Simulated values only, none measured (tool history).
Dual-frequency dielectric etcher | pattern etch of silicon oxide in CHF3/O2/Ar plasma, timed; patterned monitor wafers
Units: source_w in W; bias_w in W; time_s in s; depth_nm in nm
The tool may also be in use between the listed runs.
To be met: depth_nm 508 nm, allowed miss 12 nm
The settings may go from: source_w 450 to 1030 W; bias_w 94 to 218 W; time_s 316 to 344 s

| run | hour | source_w | bias_w | time_s | depth_nm |
|---|---|---|---|---|---|
| 1 | 0 | 740 | 156 | 344 | 702.56 |
| 2 | 5.9 | 640 | 156 | 344 | 658.87 |
| 3 | 10.3 | 620 | 149 | 340 | 623.16 |
| 4 | 19.1 | 600 | 145 | 339 | 602.5 |
| 5 | 20.5 | 580 | 142 | 338.5 | 589.53 |
| 6 | 26.5 | 580 | 167 | 338.5 | 646.43 |
| 7 | 34.8 | 560 | 161 | 337 | 626.77 |
| 8 | 39.2 | 550 | 156 | 336 | 596.69 |
| 9 | 42.6 | 540 | 153 | 335.5 | 585.85 |
| 10 | 43.1 | 530 | 150 | 335 | 577.1 |
| 11 | 50.6 | 520 | 148 | 334.5 | 572.55 |
| 12 | 57 | 510 | 145 | 334 | 566.61 |
| 13 | 61.3 | 460 | 114 | 317.5 | 448.68 |

Which of these 4 next moves meets every target?
| A | 65.6 | 450 | 142 | 342 | ? |
| B | 65.6 | 450 | 102 | 316 | ? |
| C | 65.6 | 510 | 111 | 344 | ? |
| D | 65.6 | 450 | 103 | 319.5 | ? |

| move | depth_nm |
|---|---|
| A | 540.15 |
| B | 419.9 |
| C | 504.09 |
| D | 426.83 |
A: takes the result that was furthest off past its target
B: further off than the last run
C: meets every target
D: further off than the last run
Move C is the one to make.
